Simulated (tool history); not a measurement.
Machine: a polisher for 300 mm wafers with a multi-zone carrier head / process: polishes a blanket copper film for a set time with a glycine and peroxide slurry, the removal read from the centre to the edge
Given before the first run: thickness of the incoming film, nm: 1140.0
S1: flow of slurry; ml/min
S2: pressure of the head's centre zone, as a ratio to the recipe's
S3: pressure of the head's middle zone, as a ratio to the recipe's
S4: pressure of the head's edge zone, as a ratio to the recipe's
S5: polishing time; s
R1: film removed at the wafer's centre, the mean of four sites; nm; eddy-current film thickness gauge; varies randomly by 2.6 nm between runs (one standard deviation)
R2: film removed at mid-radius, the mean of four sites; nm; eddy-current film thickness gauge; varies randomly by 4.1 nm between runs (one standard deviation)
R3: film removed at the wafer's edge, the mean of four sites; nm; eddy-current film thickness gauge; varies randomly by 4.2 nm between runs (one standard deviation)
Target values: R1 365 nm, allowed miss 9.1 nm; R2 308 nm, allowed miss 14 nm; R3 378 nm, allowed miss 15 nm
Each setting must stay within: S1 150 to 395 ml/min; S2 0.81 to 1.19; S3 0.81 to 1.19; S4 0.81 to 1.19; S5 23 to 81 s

run 1 hour=0 | S1=250 S2=1 S3=1 S4=1 S5=52 | R1=278.26 R2=286.79 R3=281.6
run 2 hour=8.4 | S1=300 S2=1 S3=1 S4=1 S5=52 | R1=292.73 R2=288.26 R3=289.75
run 3 hour=12.9 | S1=310 S2=1.01 S3=0.98 S4=1.03 S5=54 | R1=307.63 R2=291.81 R3=309.77
run 4 hour=14.9 | S1=320 S2=1.02 S3=0.98 S4=1.06 S5=55 | R1=317.22 R2=293.01 R3=313.84
-- hour=19.4 slurry nozzle cleaned
run 5 hour=19.4 | S1=325 S2=1.02 S3=0.96 S4=1.07 S5=56 | R1=324.71 R2=299.8 R3=327.77
run 6 hour=23.5 | S1=325 S2=1.02 S3=0.96 S4=1.04 S5=56 | R1=328.61 R2=310 R3=321.25
run 7 hour=32.1 | S1=335 S2=1.02 S3=0.95 S4=1.07 S5=57 | R1=336.63 R2=317.42 R3=329.92
run 8 hour=36.8 | S1=335 S2=1.03 S3=1 S4=1.09 S5=58 | R1=343.11 R2=332.62 R3=342.99
run 9 hour=40.6 | S1=340 S2=1.03 S3=0.97 S4=1.11 S5=58 | R1=342.81 R2=315.03 R3=342.27
run 10 hour=42.1 | S1=340 S2=1.03 S3=0.95 S4=1.13 S5=59 | R1=353.81 R2=322.59 R3=349.44
run 11 hour=44.3 | S1=345 S2=1.02 S3=0.92 S4=1.14 S5=59 | R1=350.2 R2=310.21 R3=350.46
run 12 hour=46.5 | S1=345 S2=1.01 S3=0.91 S4=1.15 S5=60 | R1=352.04 R2=312.51 R3=355.75

Exercise: of the 5 proposed moves below, exactly one satisfies all targets within the stated allowed misses. Which move is it?
run A hour=48.7 | S1=390 S2=1.12 S3=0.82 S4=1.18 S5=56 | R1=? R2=? R3=?
run B hour=48.7 | S1=270 S2=1.03 S3=0.87 S4=1.19 S5=63 | R1=? R2=? R3=?
run C hour=48.7 | S1=320 S2=1.06 S3=0.85 S4=1.08 S5=59 | R1=? R2=? R3=?
run D hour=48.7 | S1=390 S2=0.98 S3=0.98 S4=1.12 S5=63 | R1=? R2=? R3=?
run E hour=48.7 | S1=310 S2=0.84 S3=0.85 S4=1.17 S5=71 | R1=? R2=? R3=?

move=A R1=359.53 R2=274.06 R3=345.1
move=B R1=361.34 R2=313.15 R3=379.48
move=C R1=353.88 R2=292.63 R3=346.78
move=D R1=358.81 R2=357.68 R3=379.57
move=E R1=344.62 R2=351.44 R3=429.46
A: further off than the last run
B: all results land within tolerance of their targets
C: further off than the last run
D: gets the furthest-off result to its target, but another result is out of tolerance
E: carries the result that was furthest off beyond its target, to the other side
Answer: B
